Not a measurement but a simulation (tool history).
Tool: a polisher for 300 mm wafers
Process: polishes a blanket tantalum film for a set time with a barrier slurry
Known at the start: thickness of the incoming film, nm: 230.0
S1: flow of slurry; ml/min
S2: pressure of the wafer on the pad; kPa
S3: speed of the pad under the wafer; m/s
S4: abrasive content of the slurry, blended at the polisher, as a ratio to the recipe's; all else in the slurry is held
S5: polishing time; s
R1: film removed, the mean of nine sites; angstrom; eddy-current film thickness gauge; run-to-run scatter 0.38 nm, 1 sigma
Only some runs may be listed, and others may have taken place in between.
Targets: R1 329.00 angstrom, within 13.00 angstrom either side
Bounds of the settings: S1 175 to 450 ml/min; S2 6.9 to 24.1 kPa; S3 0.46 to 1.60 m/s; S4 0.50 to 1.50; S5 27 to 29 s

run 1 day=0.000 | S1=290 S2=15.2 S3=1.02 S4=1.00 S5=29 | R1=504.90
run 2 day=0.096 | S1=290 S2=13.8 S3=1.02 S4=1.00 S5=29 | R1=468.13
run 3 day=0.417 | S1=290 S2=13.8 S3=1.02 S4=1.00 S5=29 | R1=464.34
run 4 day=0.708 | S1=290 S2=13.1 S3=1.02 S4=1.00 S5=29 | R1=438.65
-- day=1.054 slurry blender recalibrated
run 5 day=1.054 | S1=290 S2=13.1 S3=1.02 S4=1.20 S5=29 | R1=503.48
run 6 day=1.179 | S1=290 S2=11.7 S3=1.02 S4=1.20 S5=29 | R1=462.90
run 7 day=1.288 | S1=290 S2=11.0 S3=1.00 S4=1.20 S5=29 | R1=419.20
run 8 day=1.546 | S1=290 S2=7.6 S3=0.98 S4=1.20 S5=29 | R1=292.55

Next run, 5 choices. One meets every target within its allowed miss, the rest don't. Which?
run A day=1.804 | S1=300 S2=9.7 S3=0.90 S4=0.95 S5=27 | R1=?
run B day=1.804 | S1=325 S2=8.3 S3=1.00 S4=1.10 S5=28 | R1=?
run C day=1.804 | S1=280 S2=8.3 S3=1.10 S4=1.20 S5=29 | R1=?
run D day=1.804 | S1=260 S2=7.6 S3=0.84 S4=1.10 S5=29 | R1=?
run E day=1.804 | S1=250 S2=9.7 S3=0.88 S4=1.35 S5=28 | R1=?

move=A R1=299.83
move=B R1=310.61
move=C R1=356.74
move=D R1=247.45
move=E R1=326.16
A: closer than the last run, but not yet in spec
B: closer than the last run, but not yet in spec
C: takes the biggest miss from the last run beyond its target
D: lands further from the targets than the last run did
E: hits every target within its allowed miss
Move E is the one to make.
